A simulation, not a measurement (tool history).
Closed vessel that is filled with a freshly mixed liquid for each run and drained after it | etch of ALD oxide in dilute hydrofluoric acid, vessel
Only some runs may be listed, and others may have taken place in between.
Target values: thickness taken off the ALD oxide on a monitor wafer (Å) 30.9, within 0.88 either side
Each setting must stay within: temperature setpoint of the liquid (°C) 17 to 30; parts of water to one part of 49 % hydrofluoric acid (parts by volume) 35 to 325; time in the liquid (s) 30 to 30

run  hour  temperature setpoint of the liquid (°C)  parts of water to one part of 49 % hydrofluoric acid (parts by volume)  time in the liquid (s)  thickness taken off the ALD oxide on a monitor wafer (Å)
  1     0                                       22                                                                     180                      30                                                    23.682
  2   8.7                                       24                                                                     180                      30                                                    26.076
  3  11.5                                     24.5                                                                     180                      30                                                    26.295
  4  19.8                                       25                                                                     180                      30                                                    27.002
  5  25.3                                       25                                                                     180                      30                                                    26.831
  6  33.3                                     25.5                                                                     180                      30                                                    27.727
  7  38.3                                       26                                                                     180                      30                                                    27.567
  8  41.3                                     26.5                                                                     180                      30                                                    28.144
  9  45.7                                       27                                                                     180                      30                                                    28.572
 10    52                                     27.5                                                                     180                      30                                                    29.284

Which of these 5 next moves meets every target?
  A  58.3                                       27                                                                     170                      30                                                         ?
  B  58.3                                       30                                                                     175                      30                                                         ?
  C  58.3                                       26                                                                     175                      30                                                         ?
  D  58.3                                     28.5                                                                     165                      30                                                         ?
  E  58.3                                     27.5                                                                     185                      30                                                         ?

move  thickness taken off the ALD oxide on a monitor wafer (Å)
   A                                                    31.095
   B                                                    33.433
   C                                                    28.948
   D                                                    34.036
   E                                                    28.582
A: all results land within tolerance of their targets
B: takes the biggest miss from the last run beyond its target
C: its largest miss is bigger than the last run's
D: takes the biggest miss from the last run beyond its target
E: its largest miss is bigger than the last run's
A meets every target.

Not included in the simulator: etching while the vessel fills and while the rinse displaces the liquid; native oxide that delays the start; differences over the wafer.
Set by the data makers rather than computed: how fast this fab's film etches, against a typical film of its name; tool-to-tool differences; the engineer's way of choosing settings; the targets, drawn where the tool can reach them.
